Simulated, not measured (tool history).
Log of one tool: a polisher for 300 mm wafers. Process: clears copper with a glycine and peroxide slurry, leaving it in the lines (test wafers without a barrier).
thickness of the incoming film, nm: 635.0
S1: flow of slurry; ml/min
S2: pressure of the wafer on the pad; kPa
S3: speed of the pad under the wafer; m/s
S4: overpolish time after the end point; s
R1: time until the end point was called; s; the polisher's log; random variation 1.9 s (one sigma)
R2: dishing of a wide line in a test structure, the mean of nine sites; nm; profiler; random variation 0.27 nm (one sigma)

run	day	S1	S2	S3	S4	R1	R2
1	0	240	15.9	0.92	22	166.48	49.41
2	0.254	230	15.2	0.94	20	171.32	44.597
3	0.517	230	15.2	0.82	20	188.75	41.225
4	0.7	230	11	0.82	20	227.29	34.724
5	0.921	225	11	0.86	18	220.7	32.534
6	1.175	225	11	0.7	18	257.53	29.159
7	1.492	215	11	0.76	16	241.17	27.294
8	1.567	210	11.7	0.76	15	235.23	26.365

The next listed run, before its measurement:
9	1.821	210	11.7	0.76	15	?	?

{"run 9": {"R1": 234.97, "R2": 26.1}}
